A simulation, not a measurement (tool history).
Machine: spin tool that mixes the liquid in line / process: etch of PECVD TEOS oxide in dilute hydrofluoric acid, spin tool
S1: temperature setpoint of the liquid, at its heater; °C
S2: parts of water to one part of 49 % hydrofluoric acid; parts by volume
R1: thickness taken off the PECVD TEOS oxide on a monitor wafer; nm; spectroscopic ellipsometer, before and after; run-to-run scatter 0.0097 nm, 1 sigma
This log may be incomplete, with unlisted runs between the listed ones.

{"run": 1, "hour": 0.0, "S1": 22.0, "S2": 260, "time under the liquid (s)": 55, "R1": 1.9443}
{"run": 2, "hour": 7.4, "S1": 21.0, "S2": 275, "time under the liquid (s)": 55, "R1": 1.73}
{"run": 3, "hour": 15.0, "S1": 21.0, "S2": 215, "time under the liquid (s)": 55, "R1": 2.3397}
{"run": 4, "hour": 15.6, "S1": 20.5, "S2": 235, "time under the liquid (s)": 55, "R1": 2.061}
{"run": 5, "hour": 21.1, "S1": 20.0, "S2": 255, "time under the liquid (s)": 55, "R1": 1.8547}
{"run": 6, "hour": 23.0, "S1": 19.5, "S2": 270, "time under the liquid (s)": 55, "R1": 1.6571}
{"run": 7, "hour": 29.8, "S1": 19.0, "S2": 280, "time under the liquid (s)": 55, "R1": 1.5794}
{"run": 8, "hour": 34.3, "S1": 18.5, "S2": 290, "time under the liquid (s)": 55, "R1": 1.4778}
{"run": 9, "hour": 38.9, "S1": 18.5, "S2": 300, "time under the liquid (s)": 55, "R1": 1.4242}
{"run": 10, "hour": 43.6, "S1": 18.5, "S2": 310, "time under the liquid (s)": 55, "R1": 1.3618}

What does the tool deliver on the next run?
{"run": 11, "hour": 46.1, "S1": 18.5, "S2": 315, "time under the liquid (s)": 55, "R1": "?"}

Run 11 produced R1 1.3189 nm.
